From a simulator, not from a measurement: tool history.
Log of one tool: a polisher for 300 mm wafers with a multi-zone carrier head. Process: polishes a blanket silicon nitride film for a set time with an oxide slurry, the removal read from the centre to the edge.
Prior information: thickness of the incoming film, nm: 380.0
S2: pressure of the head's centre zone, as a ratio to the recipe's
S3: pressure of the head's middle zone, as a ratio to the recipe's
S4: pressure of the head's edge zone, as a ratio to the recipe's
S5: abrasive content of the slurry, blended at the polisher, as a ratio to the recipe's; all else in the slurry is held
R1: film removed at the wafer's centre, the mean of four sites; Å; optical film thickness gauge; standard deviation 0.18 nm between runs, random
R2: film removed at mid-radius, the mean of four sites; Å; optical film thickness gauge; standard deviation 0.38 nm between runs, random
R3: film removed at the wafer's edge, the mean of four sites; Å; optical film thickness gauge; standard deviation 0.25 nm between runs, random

{"run": 1, "day": 0.0, "flow of slurry (ml/min)": 295, "S2": 1.0, "S3": 1.0, "S4": 1.0, "S5": 1.0, "polishing time (s)": 49, "R1": 333.05, "R2": 320.4, "R3": 321.42}
{"run": 2, "day": 0.05, "flow of slurry (ml/min)": 290, "S2": 0.98, "S3": 1.0, "S4": 0.99, "S5": 0.95, "polishing time (s)": 49, "R1": 311.76, "R2": 310.06, "R3": 310.06}
{"run": 3, "day": 0.138, "flow of slurry (ml/min)": 290, "S2": 0.98, "S3": 1.0, "S4": 0.95, "S5": 0.95, "polishing time (s)": 49, "R1": 313.89, "R2": 311.02, "R3": 306.3}
{"run": 4, "day": 0.362, "flow of slurry (ml/min)": 285, "S2": 0.96, "S3": 1.0, "S4": 0.94, "S5": 0.9, "polishing time (s)": 49, "R1": 301.3, "R2": 310.91, "R3": 295.17}
{"run": 5, "day": 0.688, "flow of slurry (ml/min)": 285, "S2": 1.0, "S3": 1.0, "S4": 0.94, "S5": 0.9, "polishing time (s)": 49, "R1": 312.19, "R2": 294.27, "R3": 294.79}
{"run": 6, "day": 0.896, "flow of slurry (ml/min)": 280, "S2": 0.98, "S3": 0.99, "S4": 0.94, "S5": 0.9, "polishing time (s)": 49, "R1": 308.06, "R2": 304.96, "R3": 294.56}
{"run": 7, "day": 0.942, "flow of slurry (ml/min)": 285, "S2": 0.96, "S3": 0.99, "S4": 0.95, "S5": 0.85, "polishing time (s)": 49, "R1": 286.43, "R2": 290.02, "R3": 282.64}

What will run 8 give?
{"run": 8, "day": 1.096, "flow of slurry (ml/min)": 285, "S2": 0.94, "S3": 0.98, "S4": 0.95, "S5": 0.85, "polishing time (s)": 49, "R1": "?", "R2": "?", "R3": "?"}

R1: 283.74 Å
R2: 282.63 Å
R3: 284.65 Å
